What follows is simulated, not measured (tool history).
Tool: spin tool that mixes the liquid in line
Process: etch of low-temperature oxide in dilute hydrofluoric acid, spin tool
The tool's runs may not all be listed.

run	hour	temperature setpoint of the liquid (K)	parts of water to one part of 49 % hydrofluoric acid (parts by volume)	time under the liquid (s)	thickness taken off the low-temperature oxide on a monitor wafer (Å)
1	0	294.15	225	275	314.5
2	1.4	294.15	275	275	245.31
3	5.7	294.15	205	275	351.09
4	11.8	294.15	205	295	379.44
5	15	294.15	205	275	348.26
6	15.8	294.15	170	275	439.95
7	19.1	290.15	260	275	226.89

Run 8 comes next. What will it give?
8	23.7	290.15	260	275	?

thickness taken off the low-temperature oxide on a monitor wafer (Å): 225.05

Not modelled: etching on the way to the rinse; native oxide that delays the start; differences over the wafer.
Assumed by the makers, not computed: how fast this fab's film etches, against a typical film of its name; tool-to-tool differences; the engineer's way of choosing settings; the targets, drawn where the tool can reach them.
